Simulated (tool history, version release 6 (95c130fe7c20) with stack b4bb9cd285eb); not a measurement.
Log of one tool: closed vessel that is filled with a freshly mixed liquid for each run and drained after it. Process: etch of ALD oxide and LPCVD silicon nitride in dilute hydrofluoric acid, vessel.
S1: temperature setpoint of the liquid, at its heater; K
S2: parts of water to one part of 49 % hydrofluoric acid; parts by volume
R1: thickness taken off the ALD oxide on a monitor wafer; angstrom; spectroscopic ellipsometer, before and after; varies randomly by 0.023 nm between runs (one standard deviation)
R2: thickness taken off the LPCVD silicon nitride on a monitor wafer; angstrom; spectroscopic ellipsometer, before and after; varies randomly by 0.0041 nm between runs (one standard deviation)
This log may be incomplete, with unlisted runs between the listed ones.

run 1 hour=0 | S1=293.15 S2=175 time_in_the_liquid_(s)=285 | R1=176.86 R2=6.2868
run 2 hour=6.4 | S1=293.15 S2=225 time_in_the_liquid_(s)=285 | R1=131 R2=4.8878
run 3 hour=8 | S1=291.65 S2=225 time_in_the_liquid_(s)=285 | R1=126.87 R2=4.4155
run 4 hour=10.2 | S1=291.15 S2=255 time_in_the_liquid_(s)=205 | R1=76.259 R2=2.9426
run 5 hour=16.8 | S1=291.15 S2=255 time_in_the_liquid_(s)=160 | R1=59.007 R2=2.1383
run 6 hour=19.9 | S1=291.15 S2=210 time_in_the_liquid_(s)=160 | R1=76.105 R2=2.828
run 7 hour=26.4 | S1=291.15 S2=210 time_in_the_liquid_(s)=160 | R1=74.563 R2=2.6017
run 8 hour=29.9 | S1=290.65 S2=240 time_in_the_liquid_(s)=120 | R1=46.181 R2=1.6342
run 9 hour=35.1 | S1=290.65 S2=265 time_in_the_liquid_(s)=110 | R1=38.289 R2=1.3325
run 10 hour=43.7 | S1=290.15 S2=320 time_in_the_liquid_(s)=70 | R1=18.758 R2=0.7307
run 11 hour=45.3 | S1=290.65 S2=315 time_in_the_liquid_(s)=65 | R1=17.854 R2=0.69104
run 12 hour=53 | S1=290.65 S2=305 time_in_the_liquid_(s)=65 | R1=18.922 R2=0.64197
run 13 hour=59.8 | S1=290.65 S2=300 time_in_the_liquid_(s)=65 | R1=18.803 R2=0.7162

Run 14, settings as shown, results not yet in. Your forecast:
run 14 hour=67.1 | S1=290.65 S2=290 time_in_the_liquid_(s)=65 | R1=? R2=?

{"run 14": {"R1": 19.874, "R2": 0.72824}}
